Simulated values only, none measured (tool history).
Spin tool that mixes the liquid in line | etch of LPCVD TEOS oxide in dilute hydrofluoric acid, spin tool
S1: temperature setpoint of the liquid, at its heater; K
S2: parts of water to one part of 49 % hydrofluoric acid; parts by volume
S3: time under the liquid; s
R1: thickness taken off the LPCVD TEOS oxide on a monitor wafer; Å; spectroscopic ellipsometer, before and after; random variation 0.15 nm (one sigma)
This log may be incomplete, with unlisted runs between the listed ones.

run 1 day=0 | S1=295.15 S2=100 S3=100 | R1=200.33
run 2 day=0.321 | S1=295.15 S2=100 S3=100 | R1=199.94
run 3 day=0.517 | S1=295.15 S2=100 S3=105 | R1=210.58
run 4 day=0.858 | S1=296.15 S2=100 S3=105 | R1=219.07
run 5 day=0.979 | S1=296.15 S2=65 S3=105 | R1=354.17
run 6 day=1.062 | S1=295.65 S2=65 S3=105 | R1=344.41
run 7 day=1.412 | S1=295.15 S2=65 S3=105 | R1=337.62
run 8 day=1.754 | S1=294.65 S2=65 S3=105 | R1=331.86
run 9 day=1.867 | S1=294.15 S2=65 S3=105 | R1=322.21
run 10 day=2.183 | S1=294.15 S2=65 S3=105 | R1=322.97
run 11 day=2.508 | S1=293.65 S2=65 S3=105 | R1=318.36
run 12 day=2.75 | S1=293.15 S2=65 S3=105 | R1=310.32

What does the tool deliver on the next run?
run 13 day=2.796 | S1=293.15 S2=65 S3=105 | R1=?

{"run 13": {"R1": 312.85}}

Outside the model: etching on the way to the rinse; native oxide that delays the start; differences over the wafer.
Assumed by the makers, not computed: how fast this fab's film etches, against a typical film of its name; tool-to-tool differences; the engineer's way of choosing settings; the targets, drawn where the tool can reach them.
